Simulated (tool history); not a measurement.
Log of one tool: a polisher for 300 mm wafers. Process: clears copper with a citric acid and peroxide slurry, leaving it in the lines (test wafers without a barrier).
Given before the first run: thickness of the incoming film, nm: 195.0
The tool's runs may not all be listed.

| run | hour | flow of slurry (ml/min) | pressure of the wafer on the pad (psi) | speed of the pad under the wafer (cm/s) | abrasive content of the slurry | overpolish time after the end point (s) | time until the end point was called (s) | dishing of a wide line in a test structure (angstrom) |
|---|---|---|---|---|---|---|---|---|
| 1 | 0.0 | 235 | 2.7 | 134 | 1.00 | 29 | 59.677 | 320.00 |
| 2 | 0.8 | 235 | 2.7 | 134 | 1.15 | 29 | 57.121 | 341.89 |
| 3 | 5.6 | 235 | 2.6 | 134 | 1.05 | 24 | 59.268 | 299.86 |
| 4 | 11.2 | 235 | 2.6 | 134 | 1.25 | 24 | 59.572 | 303.55 |
| 5 | 14.3 | 235 | 2.5 | 134 | 1.25 | 21 | 61.140 | 271.53 |
| 6 | 19.7 | 260 | 2.5 | 134 | 1.25 | 21 | 59.663 | 276.81 |
| 7 | 24.5 | 260 | 2.4 | 134 | 1.25 | 20 | 61.105 | 271.81 |
| 8 | 28.2 | 260 | 2.3 | 134 | 1.25 | 19 | 65.647 | 252.17 |

For run 9, what comes out?
| 9 | 31.6 | 260 | 2.0 | 134 | 1.25 | 14 | ? | ? |

time until the end point was called (s): 74.795
dishing of a wide line in a test structure (angstrom): 195.04
